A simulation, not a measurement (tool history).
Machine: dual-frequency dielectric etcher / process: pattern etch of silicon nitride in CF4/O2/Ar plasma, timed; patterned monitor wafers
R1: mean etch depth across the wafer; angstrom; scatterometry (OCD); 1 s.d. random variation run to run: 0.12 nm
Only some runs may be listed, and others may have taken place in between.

run 1 hour=0.0 | source_power_(kW)=0.610 bias_power_(kW)=0.040 Ar_flow_(sccm)=133 CF4_flow_(sccm)=101 etch_time_(s)=19.0 | R1=381.23
run 2 hour=5.7 | source_power_(kW)=0.590 bias_power_(kW)=0.040 Ar_flow_(sccm)=133 CF4_flow_(sccm)=101 etch_time_(s)=19.0 | R1=363.34
run 3 hour=9.2 | source_power_(kW)=0.590 bias_power_(kW)=0.040 Ar_flow_(sccm)=133 CF4_flow_(sccm)=101 etch_time_(s)=19.5 | R1=377.33
run 4 hour=16.3 | source_power_(kW)=0.580 bias_power_(kW)=0.040 Ar_flow_(sccm)=133 CF4_flow_(sccm)=101 etch_time_(s)=19.5 | R1=369.50
run 5 hour=22.1 | source_power_(kW)=0.570 bias_power_(kW)=0.040 Ar_flow_(sccm)=133 CF4_flow_(sccm)=101 etch_time_(s)=19.5 | R1=362.82
run 6 hour=25.0 | source_power_(kW)=0.570 bias_power_(kW)=0.043 Ar_flow_(sccm)=133 CF4_flow_(sccm)=101 etch_time_(s)=19.5 | R1=370.34
run 7 hour=32.2 | source_power_(kW)=0.560 bias_power_(kW)=0.043 Ar_flow_(sccm)=133 CF4_flow_(sccm)=101 etch_time_(s)=19.5 | R1=363.46

Expected results for the next run?
run 8 hour=37.0 | source_power_(kW)=0.550 bias_power_(kW)=0.043 Ar_flow_(sccm)=133 CF4_flow_(sccm)=101 etch_time_(s)=19.5 | R1=?

{"run 8": {"R1": 358.35}}

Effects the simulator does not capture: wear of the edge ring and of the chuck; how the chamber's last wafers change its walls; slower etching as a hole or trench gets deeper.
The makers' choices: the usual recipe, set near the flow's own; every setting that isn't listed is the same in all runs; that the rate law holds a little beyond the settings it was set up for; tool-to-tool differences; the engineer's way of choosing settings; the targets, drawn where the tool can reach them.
